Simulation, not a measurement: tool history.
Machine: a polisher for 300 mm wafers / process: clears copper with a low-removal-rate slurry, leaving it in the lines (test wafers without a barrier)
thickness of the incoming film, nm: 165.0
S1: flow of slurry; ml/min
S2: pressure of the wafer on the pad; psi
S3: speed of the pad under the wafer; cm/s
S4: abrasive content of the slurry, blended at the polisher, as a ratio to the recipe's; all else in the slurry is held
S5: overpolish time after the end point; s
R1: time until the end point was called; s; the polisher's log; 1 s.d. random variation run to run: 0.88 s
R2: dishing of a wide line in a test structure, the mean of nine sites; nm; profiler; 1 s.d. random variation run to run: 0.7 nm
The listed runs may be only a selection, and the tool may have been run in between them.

run  hour   S1   S2  S3  S4  S5      R1      R2
  1     0  160  2.1  88   1  15  70.864   23.45
  2   8.5  180  2.1  88   1  15  73.004  23.005
  3  11.4  180  2.1  96   1  15  67.715  24.877
  4  12.8  180  1.7  96   1  15  81.746  20.435
  5  16.1  180  1.8  96   1  16  77.301  23.582
  6  24.6  180  1.9  96   1  16  73.906  24.475

Run 7, settings as shown, results not yet in. Your forecast:
  7  33.3  180   2  96   1  16   ?   ?

Run 7 came out at R1 71.566 s, R2 25.789 nm.

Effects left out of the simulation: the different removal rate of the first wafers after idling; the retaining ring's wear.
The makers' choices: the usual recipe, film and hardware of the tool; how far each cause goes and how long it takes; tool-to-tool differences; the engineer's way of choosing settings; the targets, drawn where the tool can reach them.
